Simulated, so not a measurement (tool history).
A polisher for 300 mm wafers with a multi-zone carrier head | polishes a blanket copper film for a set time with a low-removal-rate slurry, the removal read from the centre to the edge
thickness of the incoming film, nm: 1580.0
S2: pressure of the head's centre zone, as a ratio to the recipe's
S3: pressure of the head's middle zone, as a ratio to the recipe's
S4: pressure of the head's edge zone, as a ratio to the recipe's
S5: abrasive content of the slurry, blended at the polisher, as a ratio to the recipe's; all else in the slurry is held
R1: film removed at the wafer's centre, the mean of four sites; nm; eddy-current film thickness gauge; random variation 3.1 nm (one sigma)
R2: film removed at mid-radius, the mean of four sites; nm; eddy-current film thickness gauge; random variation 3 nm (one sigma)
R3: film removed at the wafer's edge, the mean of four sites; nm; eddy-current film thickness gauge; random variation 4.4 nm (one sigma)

{"run": 1, "hour": 0.0, "flow of slurry (ml/min)": 135, "S2": 1.0, "S3": 1.0, "S4": 1.0, "S5": 1.0, "polishing time (s)": 64, "R1": 253.99, "R2": 255.32, "R3": 262.5}
{"run": 2, "hour": 2.0, "flow of slurry (ml/min)": 135, "S2": 1.0, "S3": 1.0, "S4": 1.04, "S5": 1.0, "polishing time (s)": 64, "R1": 255.59, "R2": 259.19, "R3": 263.02}
{"run": 3, "hour": 10.4, "flow of slurry (ml/min)": 135, "S2": 1.0, "S3": 1.0, "S4": 1.04, "S5": 1.2, "polishing time (s)": 64, "R1": 273.16, "R2": 269.69, "R3": 281.65}
{"run": 4, "hour": 13.2, "flow of slurry (ml/min)": 135, "S2": 1.0, "S3": 1.0, "S4": 1.11, "S5": 1.2, "polishing time (s)": 64, "R1": 271.78, "R2": 273.88, "R3": 282.67}
{"run": 5, "hour": 15.4, "flow of slurry (ml/min)": 135, "S2": 1.0, "S3": 1.07, "S4": 1.11, "S5": 1.2, "polishing time (s)": 64, "R1": 271.35, "R2": 286.99, "R3": 283.72}
{"run": 6, "hour": 18.6, "flow of slurry (ml/min)": 135, "S2": 1.02, "S3": 1.02, "S4": 1.12, "S5": 1.25, "polishing time (s)": 64, "R1": 280.02, "R2": 284.19, "R3": 298.64}
{"run": 7, "hour": 25.9, "flow of slurry (ml/min)": 140, "S2": 1.04, "S3": 0.98, "S4": 1.07, "S5": 1.25, "polishing time (s)": 64, "R1": 282.26, "R2": 273.59, "R3": 285.92}

The next listed run, before its measurement:
{"hour": 27.6, "done": "slurry nozzle cleaned"}
{"run": 8, "hour": 27.6, "flow of slurry (ml/min)": 140, "S2": 1.07, "S3": 0.94, "S4": 1.08, "S5": 1.3, "polishing time (s)": 64, "R1": "?", "R2": "?", "R3": "?"}

{"run 8": {"R1": 314.67, "R2": 275.55, "R3": 308.81}}

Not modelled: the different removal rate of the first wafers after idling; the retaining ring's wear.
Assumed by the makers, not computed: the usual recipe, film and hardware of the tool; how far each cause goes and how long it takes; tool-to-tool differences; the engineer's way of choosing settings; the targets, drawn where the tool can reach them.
